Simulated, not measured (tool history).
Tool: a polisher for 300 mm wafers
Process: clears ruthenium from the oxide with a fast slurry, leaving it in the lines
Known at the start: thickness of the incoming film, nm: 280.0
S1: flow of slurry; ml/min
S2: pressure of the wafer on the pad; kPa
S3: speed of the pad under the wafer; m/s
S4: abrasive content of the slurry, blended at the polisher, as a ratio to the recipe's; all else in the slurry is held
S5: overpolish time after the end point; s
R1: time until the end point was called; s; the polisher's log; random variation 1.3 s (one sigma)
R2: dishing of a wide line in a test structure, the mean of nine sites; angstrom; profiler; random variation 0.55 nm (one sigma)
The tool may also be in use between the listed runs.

Run 1, hour 0.0: S1 185 ml/min, S2 17.2 kPa, S3 0.94 m/s, S4 1.0, S5 14 s. Result: R1 80.809 s, R2 386.34 angstrom.
Run 2, hour 1.4: S1 185 ml/min, S2 17.2 kPa, S3 0.94 m/s, S4 0.9, S5 14 s. Result: R1 87.006 s, R2 363.15 angstrom.
Run 3, hour 3.3: S1 185 ml/min, S2 17.2 kPa, S3 0.86 m/s, S4 0.9, S5 14 s. Result: R1 93.211 s, R2 335.42 angstrom.
Run 4, hour 5.3: S1 180 ml/min, S2 15.9 kPa, S3 0.86 m/s, S4 0.9, S5 15 s. Result: R1 101.400 s, R2 342.76 angstrom.
Run 5, hour 12.5: S1 180 ml/min, S2 15.9 kPa, S3 0.86 m/s, S4 0.9, S5 20 s. Result: R1 102.350 s, R2 449.10 angstrom.
Run 6, hour 21.5: S1 180 ml/min, S2 15.9 kPa, S3 0.86 m/s, S4 0.7, S5 20 s. Result: R1 127.720 s, R2 349.12 angstrom.

The next listed run, before its measurement:
At hour 24.8: slurry nozzle cleaned.
Run 7, hour 24.8: S1 175 ml/min, S2 15.2 kPa, S3 0.86 m/s, S4 0.7, S5 20 s. Result: R1 ?, R2 ?.

R1: 127.930 s
R2: 352.89 angstrom
